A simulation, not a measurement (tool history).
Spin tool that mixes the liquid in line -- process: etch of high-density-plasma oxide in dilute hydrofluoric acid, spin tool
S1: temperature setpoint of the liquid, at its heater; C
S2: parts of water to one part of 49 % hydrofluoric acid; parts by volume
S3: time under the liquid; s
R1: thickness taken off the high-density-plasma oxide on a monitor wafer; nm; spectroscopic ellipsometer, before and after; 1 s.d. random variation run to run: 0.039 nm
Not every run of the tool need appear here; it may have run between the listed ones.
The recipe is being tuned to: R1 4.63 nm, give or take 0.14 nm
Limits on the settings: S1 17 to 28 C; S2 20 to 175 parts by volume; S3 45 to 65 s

run  hour    S1   S2  S3      R1
  1     0    20   95  65  3.3558
  2   1.4  22.5   95  65  3.6718
  3   6.5    24   95  65  3.9788
  4  13.1    24  130  65  2.7842
  5  19.5    24  130  65  2.7356
  6  21.6    24  145  65   2.402
  7  28.7    25  130  65  2.8821
  8  35.7    26  120  65  3.2775
  9  39.9  26.5  110  65  3.7054
 10    46  26.5  110  65  3.6913
 11  49.1    27  105  65   3.963
 12  53.1  27.5  100  65  4.2498

4 candidate next runs follow, results not yet known. Just one meets every target within its allowed miss. Identify it.
  A  57.1  28  90  65   ?
  B  57.1  27  85  65   ?
  C  57.1  28  95  65   ?
  D  57.1  24  75  65   ?

move      R1
   A  4.8922
   B   5.017
   C  4.6031
   D  5.1144
A: takes the result that was furthest off past its target
B: takes the result that was furthest off past its target
C: every result lands within tolerance
D: takes the result that was furthest off past its target
The right move is C.

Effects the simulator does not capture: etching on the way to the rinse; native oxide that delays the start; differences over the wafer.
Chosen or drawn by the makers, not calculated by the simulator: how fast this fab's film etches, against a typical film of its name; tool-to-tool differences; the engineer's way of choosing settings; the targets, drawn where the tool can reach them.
